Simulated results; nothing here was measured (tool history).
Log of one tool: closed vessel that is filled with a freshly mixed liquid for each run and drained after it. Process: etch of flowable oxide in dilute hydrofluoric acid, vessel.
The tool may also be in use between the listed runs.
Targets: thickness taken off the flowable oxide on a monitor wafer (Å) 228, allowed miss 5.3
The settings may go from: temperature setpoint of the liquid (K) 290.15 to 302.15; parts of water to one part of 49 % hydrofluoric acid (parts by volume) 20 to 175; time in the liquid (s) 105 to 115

run,day,temperature setpoint of the liquid (K),parts of water to one part of 49 % hydrofluoric acid (parts by volume),time in the liquid (s),thickness taken off the flowable oxide on a monitor wafer (Å)
1,0,294.15,95,105,267.16
2,0.338,294.15,95,105,268.39
3,0.704,297.15,95,105,302.46
4,0.967,295.65,95,105,284.93
5,1.304,292.65,95,105,252.35
6,1.479,292.65,95,115,274.88
7,1.512,292.15,95,115,269.08
8,1.717,291.65,95,115,263.26
9,1.788,291.15,95,115,259.75
10,2.104,290.65,95,115,253.66
11,2.362,290.15,100,115,234.37
12,2.671,290.15,105,115,221.99

Which of these 4 next moves meets every target?
A,2.979,290.65,110,115,?
B,2.979,290.65,105,115,?
C,2.979,290.15,95,110,?
D,2.979,291.65,105,105,?

move,thickness taken off the flowable oxide on a monitor wafer (Å)
A,216.03
B,227.5
C,237.98
D,216.56
A: further off than the last run
B: meets every target
C: takes the result that was furthest off past its target
D: further off than the last run
The right move is B.
